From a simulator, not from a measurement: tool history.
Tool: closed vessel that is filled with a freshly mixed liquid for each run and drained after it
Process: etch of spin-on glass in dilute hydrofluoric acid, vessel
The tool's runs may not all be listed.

run	hour	temperature setpoint of the liquid (K)	parts of water to one part of 49 % hydrofluoric acid (parts by volume)	time in the liquid (s)	thickness taken off the spin-on glass on a monitor wafer (nm)
1	0	297.15	150	265	72.527
2	1.2	295.65	150	265	68.74
3	6.7	295.65	150	265	68.781
4	14.7	294.65	150	265	65.965
5	16.2	294.65	150	285	70.762
6	22.7	293.65	150	285	68.447
7	28.8	292.65	150	285	65.843

The next listed run, before its measurement:
8	34.4	292.15	150	285	?

{"run 8": {"thickness taken off the spin-on glass on a monitor wafer (nm)": 64.788}}

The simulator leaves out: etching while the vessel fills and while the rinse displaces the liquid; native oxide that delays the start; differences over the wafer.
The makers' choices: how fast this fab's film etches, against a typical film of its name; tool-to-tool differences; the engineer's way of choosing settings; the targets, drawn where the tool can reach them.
